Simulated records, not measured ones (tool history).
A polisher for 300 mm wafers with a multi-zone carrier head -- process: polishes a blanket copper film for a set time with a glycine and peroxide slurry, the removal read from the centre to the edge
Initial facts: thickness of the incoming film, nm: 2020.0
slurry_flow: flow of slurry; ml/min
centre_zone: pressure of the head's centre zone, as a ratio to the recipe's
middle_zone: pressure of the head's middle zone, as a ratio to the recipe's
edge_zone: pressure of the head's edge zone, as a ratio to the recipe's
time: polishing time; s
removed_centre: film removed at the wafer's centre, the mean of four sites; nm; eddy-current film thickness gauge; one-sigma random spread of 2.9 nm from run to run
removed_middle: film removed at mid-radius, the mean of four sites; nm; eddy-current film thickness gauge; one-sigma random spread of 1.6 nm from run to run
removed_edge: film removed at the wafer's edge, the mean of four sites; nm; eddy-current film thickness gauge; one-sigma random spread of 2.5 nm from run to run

run	hour	slurry_flow	centre_zone	middle_zone	edge_zone	time	removed_centre	removed_middle	removed_edge
1	0.0	235	1.00	1.00	1.00	37	205.80	213.43	217.37
2	4.7	240	1.00	1.00	1.02	38	213.55	217.74	222.02
3	7.0	185	1.00	1.00	1.02	38	207.01	210.37	218.00
4	15.0	195	0.99	1.00	1.04	39	211.70	222.46	226.44
5	23.0	205	0.98	0.99	1.06	40	213.45	224.10	234.59
6	31.1	210	0.98	0.99	1.08	41	222.83	231.82	245.40

Run 7 is up next; what results do you expect?
7	33.4	220	0.98	0.99	1.09	41	?	?	?

removed_centre: 225.15 nm
removed_middle: 232.87 nm
removed_edge: 248.42 nm
